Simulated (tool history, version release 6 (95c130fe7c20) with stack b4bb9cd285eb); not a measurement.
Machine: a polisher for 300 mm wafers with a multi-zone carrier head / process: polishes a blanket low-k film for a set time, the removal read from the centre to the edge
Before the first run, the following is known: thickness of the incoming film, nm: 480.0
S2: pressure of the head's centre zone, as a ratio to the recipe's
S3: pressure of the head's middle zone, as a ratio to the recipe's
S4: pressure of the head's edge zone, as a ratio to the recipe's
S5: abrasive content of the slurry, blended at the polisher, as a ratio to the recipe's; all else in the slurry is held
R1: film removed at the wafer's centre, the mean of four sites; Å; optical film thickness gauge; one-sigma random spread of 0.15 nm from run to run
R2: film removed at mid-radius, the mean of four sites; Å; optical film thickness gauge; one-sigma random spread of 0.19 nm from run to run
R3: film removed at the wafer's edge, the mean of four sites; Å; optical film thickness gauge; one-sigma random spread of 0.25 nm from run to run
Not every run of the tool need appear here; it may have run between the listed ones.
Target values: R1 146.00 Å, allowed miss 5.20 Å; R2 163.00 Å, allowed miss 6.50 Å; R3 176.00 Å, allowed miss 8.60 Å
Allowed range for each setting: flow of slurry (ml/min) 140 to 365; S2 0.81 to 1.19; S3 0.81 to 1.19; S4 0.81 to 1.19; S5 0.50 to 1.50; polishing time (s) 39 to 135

run 1 hour=0.0 | flow_of_slurry_(ml/min)=235 S2=1.00 S3=1.00 S4=1.00 S5=1.00 polishing_time_(s)=87 | R1=265.80 R2=285.23 R3=277.50
run 2 hour=5.7 | flow_of_slurry_(ml/min)=230 S2=0.97 S3=0.97 S4=0.99 S5=0.90 polishing_time_(s)=84 | R1=238.28 R2=257.72 R3=254.29
run 3 hour=6.8 | flow_of_slurry_(ml/min)=225 S2=0.94 S3=0.94 S4=0.99 S5=0.80 polishing_time_(s)=81 | R1=215.60 R2=233.64 R3=241.16
run 4 hour=7.4 | flow_of_slurry_(ml/min)=220 S2=0.92 S3=0.93 S4=0.98 S5=0.75 polishing_time_(s)=78 | R1=197.05 R2=223.01 R3=220.27
run 5 hour=10.8 | flow_of_slurry_(ml/min)=220 S2=0.92 S3=0.93 S4=1.05 S5=0.75 polishing_time_(s)=78 | R1=195.95 R2=219.04 R3=230.76
-- hour=14.4 centre zone pressure recalibrated
run 6 hour=14.4 | flow_of_slurry_(ml/min)=220 S2=0.92 S3=0.93 S4=1.05 S5=0.75 polishing_time_(s)=97 | R1=255.01 R2=271.32 R3=284.60
run 7 hour=19.9 | flow_of_slurry_(ml/min)=215 S2=0.91 S3=0.91 S4=1.04 S5=0.70 polishing_time_(s)=91 | R1=231.02 R2=240.78 R3=265.04
run 8 hour=25.0 | flow_of_slurry_(ml/min)=215 S2=0.90 S3=0.90 S4=1.02 S5=0.65 polishing_time_(s)=86 | R1=208.72 R2=221.47 R3=237.30

Which one of the following 4 next-run settings gets every result inside its allowed miss? There is exactly one.
run A hour=30.1 | flow_of_slurry_(ml/min)=245 S2=0.88 S3=0.95 S4=0.84 S5=0.50 polishing_time_(s)=65 | R1=? R2=? R3=?
run B hour=30.1 | flow_of_slurry_(ml/min)=185 S2=0.91 S3=0.95 S4=1.15 S5=0.60 polishing_time_(s)=63 | R1=? R2=? R3=?
run C hour=30.1 | flow_of_slurry_(ml/min)=220 S2=0.81 S3=0.94 S4=1.14 S5=0.65 polishing_time_(s)=62 | R1=? R2=? R3=?
run D hour=30.1 | flow_of_slurry_(ml/min)=200 S2=1.04 S3=1.10 S4=0.84 S5=0.55 polishing_time_(s)=63 | R1=? R2=? R3=?

move=A R1=145.04 R2=162.91 R3=156.18
move=B R1=147.20 R2=160.57 R3=176.31
move=C R1=136.56 R2=165.59 R3=181.35
move=D R1=166.25 R2=178.93 R3=152.47
A: brings the result that was furthest off to its target, and leaves another outside
B: every result within its allowed miss
C: carries the result that was furthest off beyond its target, to the other side
D: closes in on the targets versus the last run, not all within tolerance yet
Answer: B

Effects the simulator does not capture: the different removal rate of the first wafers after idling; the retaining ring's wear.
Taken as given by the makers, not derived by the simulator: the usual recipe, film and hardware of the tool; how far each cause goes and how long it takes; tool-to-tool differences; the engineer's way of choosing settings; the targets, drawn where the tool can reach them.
